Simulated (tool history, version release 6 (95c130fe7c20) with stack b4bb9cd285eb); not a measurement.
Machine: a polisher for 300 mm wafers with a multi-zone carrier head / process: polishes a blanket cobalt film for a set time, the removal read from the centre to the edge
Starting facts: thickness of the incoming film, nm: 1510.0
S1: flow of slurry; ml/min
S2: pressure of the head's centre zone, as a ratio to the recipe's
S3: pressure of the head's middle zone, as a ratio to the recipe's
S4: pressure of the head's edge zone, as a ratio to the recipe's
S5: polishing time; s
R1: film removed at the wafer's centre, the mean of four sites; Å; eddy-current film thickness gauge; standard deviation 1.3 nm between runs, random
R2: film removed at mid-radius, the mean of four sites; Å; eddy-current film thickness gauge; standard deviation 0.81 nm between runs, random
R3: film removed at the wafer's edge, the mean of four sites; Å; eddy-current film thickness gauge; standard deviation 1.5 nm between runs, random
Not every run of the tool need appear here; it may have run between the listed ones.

run  hour   S1    S2    S3    S4  S5      R1      R2      R3
  1   0.0  215  1.00  1.00  1.00  44  1700.9  1603.6  1668.0
  2   1.2  215  1.00  1.05  1.00  44  1673.0  1656.4  1679.3
  3   2.1  215  1.00  1.05  1.00  48  1823.1  1783.3  1807.0
  4   4.2  215  0.96  1.05  1.00  48  1758.6  1774.4  1835.3
  5  11.0  215  0.96  1.05  1.04  48  1764.8  1797.3  1836.5
  6  18.6  215  0.96  1.08  1.04  48  1730.4  1828.7  1851.9
  7  23.9  210  0.95  1.09  1.00  42  1520.5  1589.7  1588.5
  8  25.7  200  0.92  1.11  0.98  39  1323.2  1489.3  1424.5
  9  31.0  185  0.89  1.08  0.95  38  1272.7  1412.9  1330.9
 10  35.5  165  0.81  1.04  0.97  35  1062.0  1259.8  1299.5

Run 11 is up next; what results do you expect?
 11  42.2  165  0.81  1.04  0.97  35   ?   ?   ?

For run 11 the tool returned R1 1034.9 Å, R2 1271.0 Å, R3 1240.3 Å.

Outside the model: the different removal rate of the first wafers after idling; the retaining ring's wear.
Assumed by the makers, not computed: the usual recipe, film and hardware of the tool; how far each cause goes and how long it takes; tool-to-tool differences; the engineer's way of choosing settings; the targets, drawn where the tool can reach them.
